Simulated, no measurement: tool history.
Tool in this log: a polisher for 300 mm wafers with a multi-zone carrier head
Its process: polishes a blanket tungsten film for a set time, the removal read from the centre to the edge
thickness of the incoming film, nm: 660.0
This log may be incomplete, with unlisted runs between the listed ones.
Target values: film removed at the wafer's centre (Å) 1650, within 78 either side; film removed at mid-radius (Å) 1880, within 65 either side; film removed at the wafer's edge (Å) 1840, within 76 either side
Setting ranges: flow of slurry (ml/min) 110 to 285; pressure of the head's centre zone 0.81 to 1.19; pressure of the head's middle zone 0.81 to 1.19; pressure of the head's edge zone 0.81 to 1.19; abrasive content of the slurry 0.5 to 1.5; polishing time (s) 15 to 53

run	day	flow of slurry (ml/min)	pressure of the head's centre zone	pressure of the head's middle zone	pressure of the head's edge zone	abrasive content of the slurry	polishing time (s)	film removed at the wafer's centre (Å)	film removed at mid-radius (Å)	film removed at the wafer's edge (Å)
1	0	180	1	1	1	1	34	2381.4	2303.8	2391.2
2	0.025	175	0.97	1	0.98	0.9	33	2229.6	2193.4	2201.2
3	0.354	165	0.93	1	0.99	0.85	32	2035	2062.9	2077.9
4	0.45	160	0.9	1	0.99	0.8	32	1911.6	2029.6	2108.9
5	0.817	155	0.89	1	0.97	0.75	32	1939.8	1987.1	1988.2
6	1.067	150	0.87	1.01	0.97	0.7	32	1855.6	1976.5	1978.6
7	1.379	145	0.86	1.02	0.97	0.65	32	1763.2	1909.5	1935
8	1.525	145	0.86	1.02	0.97	0.65	32	1783.4	1886.5	1959.5

Of the 5 settings listed for the next run, only one would bring every result within its allowed miss of target. Which one?
A	1.671	160	0.88	0.96	0.84	0.55	34	?	?	?
B	1.671	155	0.87	0.9	0.81	0.8	32	?	?	?
C	1.671	110	1	0.96	0.83	0.7	32	?	?	?
D	1.671	110	0.99	0.92	1.15	0.5	36	?	?	?
E	1.671	135	0.83	1.05	0.98	0.75	30	?	?	?

move	film removed at the wafer's centre (Å)	film removed at mid-radius (Å)	film removed at the wafer's edge (Å)
A	1929.1	1882.2	1887.6
B	1935.2	1812.8	1885.8
C	1864.8	1713.7	1753.3
D	1949.2	1745.1	2113
E	1693.4	1831.6	1840.6
A: lands further from the targets than the last run did
B: lands further from the targets than the last run did
C: lands further from the targets than the last run did
D: lands further from the targets than the last run did
E: in spec on every target
E meets every target.
